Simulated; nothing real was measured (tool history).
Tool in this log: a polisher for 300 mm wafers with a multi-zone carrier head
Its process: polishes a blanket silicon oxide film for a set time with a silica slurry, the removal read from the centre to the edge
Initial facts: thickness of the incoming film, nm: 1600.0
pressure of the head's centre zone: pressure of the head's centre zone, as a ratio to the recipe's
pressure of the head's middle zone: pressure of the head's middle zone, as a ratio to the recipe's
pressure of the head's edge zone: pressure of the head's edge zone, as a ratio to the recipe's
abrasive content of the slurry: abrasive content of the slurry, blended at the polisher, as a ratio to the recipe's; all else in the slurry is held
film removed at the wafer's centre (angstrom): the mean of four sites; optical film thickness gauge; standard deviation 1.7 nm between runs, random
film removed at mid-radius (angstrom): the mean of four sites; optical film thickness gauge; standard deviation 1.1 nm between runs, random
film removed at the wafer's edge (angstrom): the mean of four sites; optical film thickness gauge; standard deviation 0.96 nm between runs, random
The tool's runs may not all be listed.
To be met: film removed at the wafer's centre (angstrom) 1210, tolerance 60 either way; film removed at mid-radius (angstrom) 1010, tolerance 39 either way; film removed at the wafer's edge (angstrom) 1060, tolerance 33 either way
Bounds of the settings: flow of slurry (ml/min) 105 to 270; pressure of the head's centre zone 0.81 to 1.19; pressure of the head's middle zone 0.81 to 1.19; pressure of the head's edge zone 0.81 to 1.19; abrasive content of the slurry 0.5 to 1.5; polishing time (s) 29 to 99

run	day	flow of slurry (ml/min)	pressure of the head's centre zone	pressure of the head's middle zone	pressure of the head's edge zone	abrasive content of the slurry	polishing time (s)	film removed at the wafer's centre (angstrom)	film removed at mid-radius (angstrom)	film removed at the wafer's edge (angstrom)
1	0	175	1	1	1	1	64	1522.7	1699.6	1692.4
2	0.238	175	1.03	0.98	0.98	0.9	62	1511.4	1581.5	1535.4
3	0.338	140	1.03	0.98	0.98	0.9	62	1446.7	1516.7	1503.2
4	0.458	135	1.04	0.95	0.97	0.85	61	1386	1454.9	1444.9
5	0.654	135	1.07	0.93	0.98	0.8	59	1357.9	1314.2	1379.5
6	0.754	135	1.08	0.92	0.96	0.75	58	1340.9	1263.3	1309.5
7	0.883	135	1.09	0.91	0.95	0.7	57	1316.4	1218.8	1265.6
8	1.212	135	1.1	0.9	0.94	0.65	56	1218.2	1163.9	1210.3
9	1.242	185	1.19	0.81	0.84	0.75	45	1212.1	925.43	1021.8

Pick the move, out of 5, that brings all results within their allowed miss; only one does.
A	1.271	185	0.98	0.81	0.92	0.8	48	?	?	?
B	1.271	160	1.09	0.94	0.85	0.85	43	?	?	?
C	1.271	120	1.16	0.84	0.81	0.8	50	?	?	?
D	1.271	190	1.19	0.81	0.81	1	41	?	?	?
E	1.271	215	1.07	0.85	1.04	0.75	45	?	?	?

move	film removed at the wafer's centre (angstrom)	film removed at mid-radius (angstrom)	film removed at the wafer's edge (angstrom)
A	1079.9	1021.1	1133.6
B	1059.2	1025.3	976.25
C	1200.4	1006	1049.1
D	1183.9	929.36	974.06
E	1109	1000.1	1125.4
A: brings the last run's worst result on target, with another outside its allowed miss
B: brings the last run's worst result on target, with another outside its allowed miss
C: every result within its allowed miss
D: the biggest miss grows against the last run
E: brings the last run's worst result on target, with another outside its allowed miss
The right move is C.

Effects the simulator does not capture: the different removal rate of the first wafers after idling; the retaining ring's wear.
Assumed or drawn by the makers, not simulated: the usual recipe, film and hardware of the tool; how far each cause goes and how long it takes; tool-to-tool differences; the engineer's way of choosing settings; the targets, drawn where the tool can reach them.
